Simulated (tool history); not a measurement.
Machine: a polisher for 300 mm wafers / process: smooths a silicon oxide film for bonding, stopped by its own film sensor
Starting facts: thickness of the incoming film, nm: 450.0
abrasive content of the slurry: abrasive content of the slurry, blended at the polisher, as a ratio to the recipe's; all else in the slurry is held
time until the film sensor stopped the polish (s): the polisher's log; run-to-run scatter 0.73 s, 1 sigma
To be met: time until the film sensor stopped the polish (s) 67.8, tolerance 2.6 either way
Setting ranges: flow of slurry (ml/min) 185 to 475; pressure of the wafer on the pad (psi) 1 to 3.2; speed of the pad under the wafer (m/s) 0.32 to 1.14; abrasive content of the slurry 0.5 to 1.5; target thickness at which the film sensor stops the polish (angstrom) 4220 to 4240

run  hour  flow of slurry (ml/min)  pressure of the wafer on the pad (psi)  speed of the pad under the wafer (m/s)  abrasive content of the slurry  target thickness at which the film sensor stops the polish (angstrom)  time until the film sensor stopped the polish (s)
  1     0                      305                                     2.1                                    0.72                               1                                                                   4220                                             48.168
  2   5.9                      305                                     2.1                                    0.72                               1                                                                   4240                                             44.435
  3   9.8                      235                                     2.1                                    0.72                               1                                                                   4240                                             46.932
  4  12.4                      235                                     2.1                                    0.86                               1                                                                   4240                                             42.205
  5  19.2                      235                                     2.1                                    0.86                               1                                                                   4240                                             42.122
  6  22.5                      230                                     1.9                                    0.86                               1                                                                   4240                                              46.61
  7    29                      225                                     1.7                                    0.86                               1                                                                   4240                                             52.922
  8  34.3                      225                                     1.2                                    0.84                               1                                                                   4240                                             73.152
  9  38.9                      230                                     1.2                                    0.84                               1                                                                   4240                                             73.864
 10  46.7                      235                                     1.2                                    0.84                               1                                                                   4240                                             73.682
 11  52.4                      240                                     1.2                                    0.84                               1                                                                   4240                                             72.861
 12  57.1                      245                                     1.2                                    0.84                               1                                                                   4240                                             72.649
 13  64.3                      250                                     1.2                                    0.84                               1                                                                   4240                                             72.674
 14  67.4                      255                                     1.2                                    0.84                               1                                                                   4240                                              71.62
 15  75.8                      260                                     1.2                                    0.84                               1                                                                   4240                                             71.468
 16  82.8                      265                                     1.2                                    0.84                               1                                                                   4240                                             72.666

Exactly one of the 5 candidate moves below puts every result within its allowed miss. Which one?
  A  89.8                      190                                     1.1                                    0.92                               1                                                                   4220                                                  ?
  B  89.8                      295                                     1.4                                    0.72                             1.1                                                                   4220                                                  ?
  C  89.8                      225                                     1.1                                    0.92                               1                                                                   4220                                                  ?
  D  89.8                      210                                     1.1                                    0.86                             1.1                                                                   4230                                                  ?
  E  89.8                      355                                     1.3                                    0.64                             1.2                                                                   4220                                                  ?

move  time until the film sensor stopped the polish (s)
   A                                             82.369
   B                                             68.001
   C                                             80.521
   D                                             77.182
   E                                             73.303
A: lands further from the targets than the last run did
B: all results in spec
C: lands further from the targets than the last run did
D: lands further from the targets than the last run did
E: lands further from the targets than the last run did
B is the move that brings every result within its allowed miss.
